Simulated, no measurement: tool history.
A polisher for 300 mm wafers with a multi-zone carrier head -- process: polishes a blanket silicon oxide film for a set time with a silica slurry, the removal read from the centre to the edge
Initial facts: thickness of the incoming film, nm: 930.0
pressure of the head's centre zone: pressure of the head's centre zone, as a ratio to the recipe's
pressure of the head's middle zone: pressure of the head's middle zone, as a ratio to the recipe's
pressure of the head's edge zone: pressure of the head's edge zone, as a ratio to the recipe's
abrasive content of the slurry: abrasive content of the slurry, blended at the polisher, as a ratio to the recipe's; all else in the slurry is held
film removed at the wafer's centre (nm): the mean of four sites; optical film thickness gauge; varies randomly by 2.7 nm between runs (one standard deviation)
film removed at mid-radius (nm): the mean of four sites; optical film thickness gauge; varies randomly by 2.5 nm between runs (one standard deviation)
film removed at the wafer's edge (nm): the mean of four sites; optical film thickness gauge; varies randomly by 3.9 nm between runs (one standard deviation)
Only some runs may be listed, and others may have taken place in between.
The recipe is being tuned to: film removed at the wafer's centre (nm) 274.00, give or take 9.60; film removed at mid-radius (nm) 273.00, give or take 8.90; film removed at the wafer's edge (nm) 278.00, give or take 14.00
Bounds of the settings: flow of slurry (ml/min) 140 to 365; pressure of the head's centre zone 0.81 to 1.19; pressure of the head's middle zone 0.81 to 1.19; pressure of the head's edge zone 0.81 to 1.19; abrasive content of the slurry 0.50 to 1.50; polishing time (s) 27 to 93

run,hour,flow of slurry (ml/min),pressure of the head's centre zone,pressure of the head's middle zone,pressure of the head's edge zone,abrasive content of the slurry,polishing time (s),film removed at the wafer's centre (nm),film removed at mid-radius (nm),film removed at the wafer's edge (nm)
1,0.0,235,1.00,1.00,1.00,1.00,59,230.07,238.81,230.68
2,8.3,245,1.02,1.01,1.05,1.05,59,241.20,244.77,243.00
3,9.9,255,1.03,1.03,1.08,1.10,59,247.43,262.58,248.67
4,13.1,255,1.03,0.97,1.08,1.10,59,251.12,248.41,242.59
5,21.2,255,1.03,0.97,1.08,0.90,59,222.63,221.41,228.56
6,25.7,255,1.03,0.97,1.08,0.90,47,179.91,177.95,178.72
7,34.2,230,1.02,0.96,1.11,1.10,50,204.44,202.05,209.48
8,36.1,230,1.06,1.03,1.18,1.35,54,252.09,255.11,261.66
9,41.6,235,1.07,1.03,1.18,1.40,54,258.83,260.83,263.03
10,48.6,235,1.07,1.03,1.18,1.45,54,257.80,259.17,264.78

Which of these 4 next moves meets every target?
A,55.6,190,1.17,0.96,1.07,1.40,55,?,?,?
B,55.6,235,1.11,1.12,1.12,1.45,52,?,?,?
C,55.6,210,1.02,0.89,1.19,1.05,66,?,?,?
D,55.6,240,1.08,1.05,1.19,1.40,56,?,?,?

move,film removed at the wafer's centre (nm),film removed at mid-radius (nm),film removed at the wafer's edge (nm)
A,277.55,245.53,249.19
B,259.27,272.63,248.20
C,259.70,248.54,281.84
D,268.53,275.58,272.83
A: gets the furthest-off result to its target, but another result is out of tolerance
B: the biggest miss grows against the last run
C: the biggest miss grows against the last run
D: each result inside its tolerance
The right move is D.
